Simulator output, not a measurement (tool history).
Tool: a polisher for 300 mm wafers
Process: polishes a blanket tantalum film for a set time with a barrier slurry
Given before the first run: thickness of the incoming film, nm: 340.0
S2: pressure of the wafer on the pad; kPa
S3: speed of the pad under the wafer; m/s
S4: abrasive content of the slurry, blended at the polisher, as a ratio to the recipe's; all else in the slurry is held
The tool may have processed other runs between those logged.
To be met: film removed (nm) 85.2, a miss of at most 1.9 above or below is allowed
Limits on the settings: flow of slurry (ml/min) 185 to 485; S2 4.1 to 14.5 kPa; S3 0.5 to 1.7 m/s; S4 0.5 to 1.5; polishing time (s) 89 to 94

{"run": 1, "day": 0.0, "flow of slurry (ml/min)": 310, "S2": 9, "S3": 1.1, "S4": 1, "polishing time (s)": 89, "film removed (nm)": 96.834}
{"run": 2, "day": 0.108, "flow of slurry (ml/min)": 305, "S2": 9, "S3": 1.1, "S4": 1, "polishing time (s)": 89, "film removed (nm)": 97.024}
{"run": 3, "day": 0.188, "flow of slurry (ml/min)": 305, "S2": 9, "S3": 1.1, "S4": 1.15, "polishing time (s)": 89, "film removed (nm)": 101.27}
{"run": 4, "day": 0.525, "flow of slurry (ml/min)": 305, "S2": 9, "S3": 1.28, "S4": 1.15, "polishing time (s)": 89, "film removed (nm)": 114.15}
{"run": 5, "day": 0.729, "flow of slurry (ml/min)": 300, "S2": 8.3, "S3": 1.28, "S4": 1.15, "polishing time (s)": 89, "film removed (nm)": 106.64}
{"run": 6, "day": 0.85, "flow of slurry (ml/min)": 300, "S2": 7.6, "S3": 1.28, "S4": 1.15, "polishing time (s)": 89, "film removed (nm)": 101.44}
{"run": 7, "day": 1.196, "flow of slurry (ml/min)": 300, "S2": 6.9, "S3": 1.28, "S4": 1.15, "polishing time (s)": 89, "film removed (nm)": 94.506}
{"run": 8, "day": 1.558, "flow of slurry (ml/min)": 285, "S2": 5.5, "S3": 1.28, "S4": 1.15, "polishing time (s)": 89, "film removed (nm)": 82.437}
{"run": 9, "day": 1.867, "flow of slurry (ml/min)": 290, "S2": 5.5, "S3": 1.28, "S4": 1.15, "polishing time (s)": 89, "film removed (nm)": 81.975}
{"run": 10, "day": 1.975, "flow of slurry (ml/min)": 295, "S2": 5.5, "S3": 1.28, "S4": 1.15, "polishing time (s)": 89, "film removed (nm)": 81.947}
{"run": 11, "day": 2.092, "flow of slurry (ml/min)": 295, "S2": 5.5, "S3": 1.28, "S4": 1.15, "polishing time (s)": 89, "film removed (nm)": 82.525}
{"run": 12, "day": 2.388, "flow of slurry (ml/min)": 300, "S2": 5.5, "S3": 1.28, "S4": 1.15, "polishing time (s)": 89, "film removed (nm)": 82.237}
{"run": 13, "day": 2.454, "flow of slurry (ml/min)": 300, "S2": 6.2, "S3": 1.28, "S4": 1.15, "polishing time (s)": 89, "film removed (nm)": 88.622}
{"run": 14, "day": 2.554, "flow of slurry (ml/min)": 290, "S2": 6.2, "S3": 1.28, "S4": 1.15, "polishing time (s)": 89, "film removed (nm)": 88.182}
{"run": 15, "day": 2.696, "flow of slurry (ml/min)": 290, "S2": 5.5, "S3": 1.28, "S4": 1.15, "polishing time (s)": 89, "film removed (nm)": 82.668}
{"run": 16, "day": 2.817, "flow of slurry (ml/min)": 305, "S2": 5.5, "S3": 1.28, "S4": 1.15, "polishing time (s)": 89, "film removed (nm)": 82.621}
{"run": 17, "day": 3.1, "flow of slurry (ml/min)": 310, "S2": 5.5, "S3": 1.28, "S4": 1.15, "polishing time (s)": 89, "film removed (nm)": 82.242}
{"run": 18, "day": 3.271, "flow of slurry (ml/min)": 310, "S2": 6.2, "S3": 1.28, "S4": 1.15, "polishing time (s)": 89, "film removed (nm)": 89.107}
{"run": 19, "day": 3.554, "flow of slurry (ml/min)": 300, "S2": 6.2, "S3": 1.28, "S4": 1.15, "polishing time (s)": 89, "film removed (nm)": 88.936}
{"run": 20, "day": 3.808, "flow of slurry (ml/min)": 295, "S2": 6.2, "S3": 1.28, "S4": 1.15, "polishing time (s)": 89, "film removed (nm)": 88.815}
{"run": 21, "day": 4.142, "flow of slurry (ml/min)": 280, "S2": 5.5, "S3": 1.28, "S4": 1.15, "polishing time (s)": 89, "film removed (nm)": 81.588}
{"run": 22, "day": 4.258, "flow of slurry (ml/min)": 280, "S2": 5.5, "S3": 1.28, "S4": 1.15, "polishing time (s)": 89, "film removed (nm)": 82}
{"run": 23, "day": 4.45, "flow of slurry (ml/min)": 285, "S2": 5.5, "S3": 1.28, "S4": 1.15, "polishing time (s)": 89, "film removed (nm)": 81.324}
{"run": 24, "day": 4.692, "flow of slurry (ml/min)": 295, "S2": 5.5, "S3": 1.28, "S4": 1.15, "polishing time (s)": 89, "film removed (nm)": 81.569}
{"run": 25, "day": 4.725, "flow of slurry (ml/min)": 300, "S2": 5.5, "S3": 1.28, "S4": 1.15, "polishing time (s)": 89, "film removed (nm)": 82.411}
{"run": 26, "day": 4.867, "flow of slurry (ml/min)": 305, "S2": 5.5, "S3": 1.28, "S4": 1.15, "polishing time (s)": 89, "film removed (nm)": 81.162}
{"run": 27, "day": 5.042, "flow of slurry (ml/min)": 295, "S2": 5.5, "S3": 1.28, "S4": 1.15, "polishing time (s)": 89, "film removed (nm)": 81.285}
{"run": 28, "day": 5.4, "flow of slurry (ml/min)": 295, "S2": 5.5, "S3": 1.28, "S4": 1.15, "polishing time (s)": 89, "film removed (nm)": 82.462}
{"run": 29, "day": 5.7, "flow of slurry (ml/min)": 300, "S2": 5.5, "S3": 1.28, "S4": 1.15, "polishing time (s)": 89, "film removed (nm)": 83.065}
{"run": 30, "day": 5.962, "flow of slurry (ml/min)": 305, "S2": 5.5, "S3": 1.28, "S4": 1.15, "polishing time (s)": 89, "film removed (nm)": 83.029}

Pick the move, out of 4, that brings all results within their allowed miss; only one does.
{"run": "A", "day": 6.225, "flow of slurry (ml/min)": 435, "S2": 7.6, "S3": 1.16, "S4": 1, "polishing time (s)": 89, "film removed (nm)": "?"}
{"run": "B", "day": 6.225, "flow of slurry (ml/min)": 300, "S2": 4.8, "S3": 1.34, "S4": 1.15, "polishing time (s)": 89, "film removed (nm)": "?"}
{"run": "C", "day": 6.225, "flow of slurry (ml/min)": 330, "S2": 5.5, "S3": 1.32, "S4": 1.1, "polishing time (s)": 90, "film removed (nm)": "?"}
{"run": "D", "day": 6.225, "flow of slurry (ml/min)": 330, "S2": 4.8, "S3": 1.54, "S4": 1.05, "polishing time (s)": 93, "film removed (nm)": "?"}

move=A film_removed_(nm)=92.063
move=B film_removed_(nm)=78.69
move=C film_removed_(nm)=84.618
move=D film_removed_(nm)=89.874
A: takes the biggest miss from the last run beyond its target
B: the biggest miss grows against the last run
C: every result within its allowed miss
D: takes the biggest miss from the last run beyond its target
The move that meets every target is C.
